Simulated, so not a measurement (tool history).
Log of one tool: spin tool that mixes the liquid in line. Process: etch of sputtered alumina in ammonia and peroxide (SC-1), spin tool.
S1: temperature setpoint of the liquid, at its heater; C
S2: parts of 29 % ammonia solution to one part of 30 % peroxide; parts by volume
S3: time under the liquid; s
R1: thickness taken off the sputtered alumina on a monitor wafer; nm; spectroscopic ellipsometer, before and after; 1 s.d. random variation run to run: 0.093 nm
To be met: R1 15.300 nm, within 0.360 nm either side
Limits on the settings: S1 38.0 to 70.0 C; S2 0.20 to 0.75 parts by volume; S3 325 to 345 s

run,day,S1,S2,S3,R1
1,0.000,54.0,0.45,325,30.669
2,0.083,51.5,0.45,325,26.538
3,0.321,51.5,0.45,325,26.654
4,0.621,51.5,0.45,345,28.865
5,0.654,58.5,0.45,345,41.300
6,0.858,58.5,0.35,345,40.333
7,1.175,58.5,0.35,345,40.228
8,1.512,54.5,0.35,345,32.675
9,1.829,51.5,0.35,345,27.808
10,1.871,49.0,0.35,345,24.193
11,2.050,47.5,0.35,345,22.095
12,2.125,46.0,0.35,345,20.523
13,2.158,45.0,0.35,345,19.489
14,2.400,44.0,0.35,345,18.367
15,2.446,43.5,0.35,345,17.826
16,2.725,43.0,0.35,345,17.195
17,3.033,42.5,0.35,345,16.675
18,3.383,42.0,0.35,345,16.354
19,3.496,41.5,0.35,345,15.753

4 candidate next runs follow, results not yet known. Just one meets every target within its allowed miss. Identify it.
A,3.608,43.0,0.45,325,?
B,3.608,41.5,0.40,345,?
C,3.608,42.5,0.45,335,?
D,3.608,40.0,0.55,345,?

move,R1
A,16.730
B,16.096
C,16.753
D,15.194
A: misses by more than the last run did
B: misses by more than the last run did
C: misses by more than the last run did
D: all results in spec
D is the move that brings every result within its allowed miss.
